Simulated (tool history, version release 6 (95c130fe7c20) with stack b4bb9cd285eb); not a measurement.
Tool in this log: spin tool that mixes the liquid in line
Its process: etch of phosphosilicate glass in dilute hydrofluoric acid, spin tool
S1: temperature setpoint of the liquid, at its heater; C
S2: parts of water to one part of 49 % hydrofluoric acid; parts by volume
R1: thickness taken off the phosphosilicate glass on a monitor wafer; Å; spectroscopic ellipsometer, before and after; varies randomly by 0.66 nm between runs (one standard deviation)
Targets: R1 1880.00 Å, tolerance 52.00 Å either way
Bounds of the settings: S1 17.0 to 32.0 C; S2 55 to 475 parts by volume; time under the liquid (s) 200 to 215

Run 1, day 0.000: S1 24.0 C, S2 265 parts by volume, time under the liquid (s) 200. Result: R1 602.52 Å.
Run 2, day 0.067: S1 25.0 C, S2 240 parts by volume, time under the liquid (s) 200. Result: R1 706.04 Å.
Run 3, day 0.371: S1 26.0 C, S2 220 parts by volume, time under the liquid (s) 200. Result: R1 819.13 Å.
Run 4, day 0.462: S1 26.5 C, S2 205 parts by volume, time under the liquid (s) 200. Result: R1 907.16 Å.
Run 5, day 0.562: S1 28.5 C, S2 205 parts by volume, time under the liquid (s) 200. Result: R1 980.59 Å.
Run 6, day 0.642: S1 29.0 C, S2 190 parts by volume, time under the liquid (s) 200. Result: R1 1093.40 Å.
Run 7, day 0.821: S1 29.5 C, S2 180 parts by volume, time under the liquid (s) 200. Result: R1 1191.30 Å.
Run 8, day 0.933: S1 30.0 C, S2 170 parts by volume, time under the liquid (s) 200. Result: R1 1302.50 Å.
Run 9, day 1.258: S1 30.0 C, S2 165 parts by volume, time under the liquid (s) 200. Result: R1 1349.50 Å.
Run 10, day 1.575: S1 32.0 C, S2 100 parts by volume, time under the liquid (s) 200. Result: R1 2591.80 Å.
Run 11, day 1.696: S1 31.0 C, S2 100 parts by volume, time under the liquid (s) 200. Result: R1 2515.60 Å.
Run 12, day 1.750: S1 30.0 C, S2 100 parts by volume, time under the liquid (s) 200. Result: R1 2431.40 Å.
Run 13, day 2.012: S1 29.0 C, S2 100 parts by volume, time under the liquid (s) 200. Result: R1 2339.80 Å.

Exactly one of the 5 candidate moves below puts every result within its allowed miss. Which one?
Run A, day 2.275: S1 29.5 C, S2 130 parts by volume, time under the liquid (s) 200. Result: R1 ?.
Run B, day 2.275: S1 28.0 C, S2 80 parts by volume, time under the liquid (s) 210. Result: R1 ?.
Run C, day 2.275: S1 28.0 C, S2 115 parts by volume, time under the liquid (s) 215. Result: R1 ?.
Run D, day 2.275: S1 28.5 C, S2 120 parts by volume, time under the liquid (s) 205. Result: R1 ?.
Run E, day 2.275: S1 31.5 C, S2 125 parts by volume, time under the liquid (s) 205. Result: R1 ?.

move       R1
   A  1748.10
   B  3017.00
   C  2049.20
   D  1895.50
   E  2018.10
A: carries the result that was furthest off beyond its target, to the other side
B: misses by more than the last run did
C: closer than the last run, but not yet in spec
D: every result lands within tolerance
E: closer than the last run, but not yet in spec
Move D is the one to make.
